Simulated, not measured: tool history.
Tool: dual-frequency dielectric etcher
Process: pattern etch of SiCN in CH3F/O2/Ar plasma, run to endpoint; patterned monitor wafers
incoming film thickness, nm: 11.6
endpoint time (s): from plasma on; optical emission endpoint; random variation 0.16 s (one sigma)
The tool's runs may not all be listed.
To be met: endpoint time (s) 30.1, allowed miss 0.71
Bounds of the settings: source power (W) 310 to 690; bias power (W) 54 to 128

run,hour,source power (W),bias power (W),endpoint time (s)
1,0,500,91,26.583
2,6.6,470,89,27.201
3,7.6,530,89,26.562
4,12.7,500,85,27.308
5,18.3,500,78,28.34
6,26.6,490,77,28.877
7,27.8,480,76,29.213
8,30.2,470,76,29.543

Which of these 4 next moves meets every target?
A,32.6,370,85,?
B,32.6,490,77,?
C,32.6,460,81,?
D,32.6,480,79,?

move,endpoint time (s)
A,29.892
B,28.66
C,28.572
D,28.513
A: meets every target
B: further off than the last run
C: further off than the last run
D: further off than the last run
Answer: A
